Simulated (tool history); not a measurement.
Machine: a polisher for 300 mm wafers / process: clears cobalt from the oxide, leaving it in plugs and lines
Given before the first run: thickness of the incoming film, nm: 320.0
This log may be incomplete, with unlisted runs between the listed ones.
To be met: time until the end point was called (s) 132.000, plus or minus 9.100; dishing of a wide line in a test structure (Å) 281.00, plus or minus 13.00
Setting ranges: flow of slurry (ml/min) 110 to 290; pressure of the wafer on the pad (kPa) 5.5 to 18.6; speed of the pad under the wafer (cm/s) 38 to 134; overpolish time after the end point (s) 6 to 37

run	hour	flow of slurry (ml/min)	pressure of the wafer on the pad (kPa)	speed of the pad under the wafer (cm/s)	overpolish time after the end point (s)	time until the end point was called (s)	dishing of a wide line in a test structure (Å)
1	0.0	185	11.7	86	19	89.587	421.23
2	1.3	140	11.7	86	19	93.276	408.98
3	4.0	140	11.7	86	23	96.980	457.13
4	12.3	140	10.3	86	20	107.710	383.69
5	15.7	140	8.3	86	20	131.120	348.81
6	21.9	185	8.3	86	20	127.420	362.22
7	30.2	185	8.3	86	18	123.180	337.93
8	32.9	185	8.3	86	17	124.500	324.12
9	34.0	185	8.3	86	16	122.100	307.56

Exactly one of the 5 candidate moves below puts every result within its allowed miss. Which one?
A	35.1	220	7.6	102	15	?	?
B	35.1	190	9.0	64	16	?	?
C	35.1	215	7.6	72	15	?	?
D	35.1	165	9.0	76	15	?	?
E	35.1	210	7.6	104	12	?	?

move	time until the end point was called (s)	dishing of a wide line in a test structure (Å)
A	110.870	320.18
B	152.570	266.51
C	155.820	249.57
D	131.650	283.25
E	109.360	275.10
A: the biggest miss grows against the last run
B: carries the result that was furthest off beyond its target, to the other side
C: carries the result that was furthest off beyond its target, to the other side
D: hits every target within its allowed miss
E: the worst result of the last run now meets its target, but another is out of spec
The right move is D.
